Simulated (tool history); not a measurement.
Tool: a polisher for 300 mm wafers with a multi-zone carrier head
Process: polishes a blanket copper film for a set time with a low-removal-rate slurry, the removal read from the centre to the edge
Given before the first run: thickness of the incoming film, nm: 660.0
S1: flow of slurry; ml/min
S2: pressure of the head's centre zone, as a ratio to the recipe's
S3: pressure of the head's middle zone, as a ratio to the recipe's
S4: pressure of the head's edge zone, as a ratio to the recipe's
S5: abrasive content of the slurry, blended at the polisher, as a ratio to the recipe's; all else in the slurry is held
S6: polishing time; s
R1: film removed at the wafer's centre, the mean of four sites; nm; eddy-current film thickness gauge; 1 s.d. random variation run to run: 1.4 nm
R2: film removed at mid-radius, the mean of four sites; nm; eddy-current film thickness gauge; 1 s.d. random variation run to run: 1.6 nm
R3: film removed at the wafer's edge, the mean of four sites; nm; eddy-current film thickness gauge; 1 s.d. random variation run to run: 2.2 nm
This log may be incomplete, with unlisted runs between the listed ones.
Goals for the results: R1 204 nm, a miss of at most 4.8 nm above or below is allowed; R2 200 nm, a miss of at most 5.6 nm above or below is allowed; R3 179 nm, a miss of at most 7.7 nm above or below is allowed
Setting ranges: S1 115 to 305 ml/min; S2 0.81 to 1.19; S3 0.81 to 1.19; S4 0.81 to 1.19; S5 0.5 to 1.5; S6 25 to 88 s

run	day	S1	S2	S3	S4	S5	S6	R1	R2	R3
1	0	195	1	1	1	1	56	265.41	262.7	265.07
2	0.233	195	1	1	0.92	1	56	266.97	265.83	255.95
3	0.383	195	1	1.03	0.92	1	56	263.54	265.9	256.7
4	0.696	215	1	1.03	0.92	1	56	270.02	273.85	262.96
5	1	215	1	1.1	0.92	1	56	268.87	293.13	264.92
6	1.317	215	1	1.1	0.92	1	44	210.47	226.29	207.4
7	1.512	205	1.01	1.1	0.9	1	44	210.92	226.69	209.04
8	1.792	210	1.02	1.1	0.89	0.9	44	206.76	219.13	198.86
9	1.829	210	1.02	1.1	0.89	0.9	44	205.53	218.6	196.84
10	1.958	205	1.03	1.09	0.88	0.9	44	210.07	217.64	196.68
11	2.196	200	1.03	1.08	0.87	0.9	44	207.31	216.33	194.15
12	2.321	170	1.08	1.03	0.81	0.75	44	204.53	193.2	180.77

Exactly one of the 4 candidate moves below puts every result within its allowed miss. Which one?
A	2.446	155	1.02	0.9	0.96	0.7	48	?	?	?
B	2.446	140	1.1	0.98	0.81	0.75	46	?	?	?
C	2.446	125	1.1	0.99	0.9	0.75	45	?	?	?
D	2.446	250	1.06	1.06	0.82	0.6	45	?	?	?

move	R1	R2	R3
A	202.59	180.79	199.22
B	209.39	186.25	183.18
C	200.06	180	181.79
D	205.4	200.19	179.78
A: misses by more than the last run did
B: misses by more than the last run did
C: misses by more than the last run did
D: all results in spec
D meets every target.
